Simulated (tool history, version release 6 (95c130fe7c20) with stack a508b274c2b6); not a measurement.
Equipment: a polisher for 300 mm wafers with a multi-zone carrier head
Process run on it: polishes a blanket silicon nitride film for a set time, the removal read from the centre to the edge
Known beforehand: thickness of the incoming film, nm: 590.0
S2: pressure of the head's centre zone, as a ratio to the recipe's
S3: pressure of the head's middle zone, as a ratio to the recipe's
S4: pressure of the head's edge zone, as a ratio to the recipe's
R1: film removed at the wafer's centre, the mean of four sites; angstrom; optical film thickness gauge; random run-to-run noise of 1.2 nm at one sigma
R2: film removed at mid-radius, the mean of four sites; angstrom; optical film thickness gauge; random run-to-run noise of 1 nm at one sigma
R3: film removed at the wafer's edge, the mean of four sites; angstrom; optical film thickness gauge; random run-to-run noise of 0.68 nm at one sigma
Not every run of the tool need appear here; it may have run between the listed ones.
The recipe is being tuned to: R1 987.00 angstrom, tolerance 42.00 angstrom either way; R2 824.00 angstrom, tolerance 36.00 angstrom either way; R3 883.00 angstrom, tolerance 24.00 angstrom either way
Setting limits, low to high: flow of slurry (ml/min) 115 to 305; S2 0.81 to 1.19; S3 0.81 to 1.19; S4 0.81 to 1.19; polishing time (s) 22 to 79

run 1 hour=0.0 | flow_of_slurry_(ml/min)=195 S2=1.00 S3=1.00 S4=1.00 polishing_time_(s)=50 | R1=1058.00 R2=1066.60 R3=1092.00
run 2 hour=7.3 | flow_of_slurry_(ml/min)=185 S2=1.02 S3=0.96 S4=0.96 polishing_time_(s)=48 | R1=1026.70 R2=965.74 R3=1012.70
run 3 hour=11.3 | flow_of_slurry_(ml/min)=185 S2=1.02 S3=1.02 S4=0.96 polishing_time_(s)=48 | R1=1050.00 R2=1032.20 R3=1007.70
run 4 hour=16.4 | flow_of_slurry_(ml/min)=185 S2=1.02 S3=1.02 S4=0.96 polishing_time_(s)=43 | R1=915.99 R2=931.11 R3=904.65
run 5 hour=20.7 | flow_of_slurry_(ml/min)=200 S2=1.02 S3=1.02 S4=0.96 polishing_time_(s)=43 | R1=930.61 R2=950.27 R3=902.18
run 6 hour=21.4 | flow_of_slurry_(ml/min)=200 S2=0.96 S3=1.02 S4=0.96 polishing_time_(s)=43 | R1=875.03 R2=931.53 R3=900.72
run 7 hour=21.9 | flow_of_slurry_(ml/min)=195 S2=1.00 S3=0.98 S4=0.94 polishing_time_(s)=43 | R1=898.50 R2=917.92 R3=896.88
run 8 hour=25.3 | flow_of_slurry_(ml/min)=185 S2=1.04 S3=0.95 S4=0.93 polishing_time_(s)=43 | R1=958.25 R2=869.45 R3=899.23

4 candidate next runs follow, results not yet known. Just one meets every target within its allowed miss. Identify it.
run A hour=28.7 | flow_of_slurry_(ml/min)=190 S2=1.13 S3=1.02 S4=0.98 polishing_time_(s)=41 | R1=? R2=? R3=?
run B hour=28.7 | flow_of_slurry_(ml/min)=255 S2=0.99 S3=1.02 S4=0.97 polishing_time_(s)=43 | R1=? R2=? R3=?
run C hour=28.7 | flow_of_slurry_(ml/min)=195 S2=1.10 S3=0.89 S4=0.91 polishing_time_(s)=43 | R1=? R2=? R3=?
run D hour=28.7 | flow_of_slurry_(ml/min)=195 S2=1.04 S3=1.01 S4=0.85 polishing_time_(s)=44 | R1=? R2=? R3=?

move=A R1=969.19 R2=866.65 R3=875.31
move=B R1=937.06 R2=948.87 R3=942.99
move=C R1=994.14 R2=814.56 R3=891.02
move=D R1=964.21 R2=926.95 R3=882.52
A: gains on the last run, yet a result remains outside its allowed miss
B: further off than the last run
C: all results land within tolerance of their targets
D: further off than the last run
Correct choice: C, which meets every target

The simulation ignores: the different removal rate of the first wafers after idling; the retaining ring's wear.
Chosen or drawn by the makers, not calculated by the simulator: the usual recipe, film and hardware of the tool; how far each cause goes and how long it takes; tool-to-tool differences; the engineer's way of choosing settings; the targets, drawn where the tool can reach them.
